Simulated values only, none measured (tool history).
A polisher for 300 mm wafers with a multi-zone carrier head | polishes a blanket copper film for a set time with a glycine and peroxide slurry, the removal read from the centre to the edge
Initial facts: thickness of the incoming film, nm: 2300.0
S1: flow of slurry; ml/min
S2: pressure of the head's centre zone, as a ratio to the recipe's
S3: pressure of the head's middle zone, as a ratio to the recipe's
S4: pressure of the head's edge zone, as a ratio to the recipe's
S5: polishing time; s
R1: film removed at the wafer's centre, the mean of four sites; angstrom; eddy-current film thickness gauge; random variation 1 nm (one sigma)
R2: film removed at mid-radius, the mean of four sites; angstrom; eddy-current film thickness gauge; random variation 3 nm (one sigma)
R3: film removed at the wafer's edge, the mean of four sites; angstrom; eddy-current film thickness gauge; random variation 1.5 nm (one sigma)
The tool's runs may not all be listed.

run	hour	S1	S2	S3	S4	S5	R1	R2	R3
1	0.0	315	1.00	1.00	1.00	59	2013.7	2051.4	1993.3
2	8.0	310	0.98	1.01	0.99	59	1989.1	2052.3	1952.6
3	10.8	375	0.98	1.01	0.99	59	1999.6	2089.9	1982.8
4	12.7	375	0.96	1.02	0.99	59	2000.7	2110.6	2018.6
5	18.0	375	1.03	1.02	0.99	59	2118.5	2150.3	2041.8
6	20.1	365	1.00	1.03	1.00	59	2062.5	2123.2	2024.8

Run 7 is up next; what results do you expect?
7	23.6	360	0.97	1.05	1.01	58	?	?	?

R1: 1964.6 angstrom
R2: 2117.0 angstrom
R3: 1970.4 angstrom

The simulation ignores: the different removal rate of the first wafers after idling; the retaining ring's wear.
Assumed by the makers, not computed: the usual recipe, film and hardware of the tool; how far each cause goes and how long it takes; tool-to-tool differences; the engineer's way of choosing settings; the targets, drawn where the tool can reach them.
